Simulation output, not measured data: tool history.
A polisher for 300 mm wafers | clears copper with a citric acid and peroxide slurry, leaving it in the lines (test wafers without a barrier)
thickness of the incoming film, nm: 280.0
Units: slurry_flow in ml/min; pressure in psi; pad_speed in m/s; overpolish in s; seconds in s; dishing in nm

{"run": 1, "hour": 0.0, "slurry_flow": 180, "pressure": 3.6, "pad_speed": 1.02, "slurry_solids": 1.0, "overpolish": 8, "seconds": 97.32, "dishing": 16.496}
{"run": 2, "hour": 6.2, "slurry_flow": 200, "pressure": 3.6, "pad_speed": 1.02, "slurry_solids": 1.0, "overpolish": 8, "seconds": 97.843, "dishing": 15.41}
{"run": 3, "hour": 11.6, "slurry_flow": 200, "pressure": 3.2, "pad_speed": 1.02, "slurry_solids": 1.0, "overpolish": 8, "seconds": 109.17, "dishing": 13.901}
{"run": 4, "hour": 19.0, "slurry_flow": 200, "pressure": 3.2, "pad_speed": 1.28, "slurry_solids": 1.0, "overpolish": 8, "seconds": 88.278, "dishing": 17.976}
{"run": 5, "hour": 19.6, "slurry_flow": 200, "pressure": 3.2, "pad_speed": 1.28, "slurry_solids": 1.15, "overpolish": 8, "seconds": 83.849, "dishing": 18.238}
{"run": 6, "hour": 27.6, "slurry_flow": 200, "pressure": 3.2, "pad_speed": 1.28, "slurry_solids": 1.15, "overpolish": 10, "seconds": 84.708, "dishing": 22.398}
{"run": 7, "hour": 28.9, "slurry_flow": 200, "pressure": 2.9, "pad_speed": 1.26, "slurry_solids": 1.15, "overpolish": 10, "seconds": 93.856, "dishing": 20.47}
{"run": 8, "hour": 36.3, "slurry_flow": 200, "pressure": 2.7, "pad_speed": 1.24, "slurry_solids": 1.15, "overpolish": 10, "seconds": 103.62, "dishing": 18.414}
{"run": 9, "hour": 40.8, "slurry_flow": 200, "pressure": 2.5, "pad_speed": 1.24, "slurry_solids": 1.15, "overpolish": 10, "seconds": 109.44, "dishing": 17.194}
{"run": 10, "hour": 47.1, "slurry_flow": 200, "pressure": 2.3, "pad_speed": 1.24, "slurry_solids": 1.15, "overpolish": 10, "seconds": 121.68, "dishing": 15.984}
{"run": 11, "hour": 54.8, "slurry_flow": 195, "pressure": 2.2, "pad_speed": 1.24, "slurry_solids": 1.15, "overpolish": 10, "seconds": 125.57, "dishing": 15.228}
{"run": 12, "hour": 60.9, "slurry_flow": 195, "pressure": 2.2, "pad_speed": 1.24, "slurry_solids": 1.15, "overpolish": 10, "seconds": 127.06, "dishing": 15.065}
{"run": 13, "hour": 67.8, "slurry_flow": 185, "pressure": 2.2, "pad_speed": 1.24, "slurry_solids": 1.15, "overpolish": 10, "seconds": 127.91, "dishing": 15.974}
{"run": 14, "hour": 73.9, "slurry_flow": 175, "pressure": 2.1, "pad_speed": 1.24, "slurry_solids": 1.15, "overpolish": 10, "seconds": 133.83, "dishing": 14.721}
{"run": 15, "hour": 76.3, "slurry_flow": 170, "pressure": 2.1, "pad_speed": 1.24, "slurry_solids": 1.15, "overpolish": 10, "seconds": 135.77, "dishing": 14.574}
{"run": 16, "hour": 79.8, "slurry_flow": 160, "pressure": 2.1, "pad_speed": 1.24, "slurry_solids": 1.15, "overpolish": 10, "seconds": 136.86, "dishing": 14.318}

The next listed run, before its measurement:
{"run": 17, "hour": 85.6, "slurry_flow": 155, "pressure": 2.1, "pad_speed": 1.24, "slurry_solids": 1.15, "overpolish": 10, "seconds": "?", "dishing": "?"}

seconds: 138.160 s
dishing: 13.944 nm

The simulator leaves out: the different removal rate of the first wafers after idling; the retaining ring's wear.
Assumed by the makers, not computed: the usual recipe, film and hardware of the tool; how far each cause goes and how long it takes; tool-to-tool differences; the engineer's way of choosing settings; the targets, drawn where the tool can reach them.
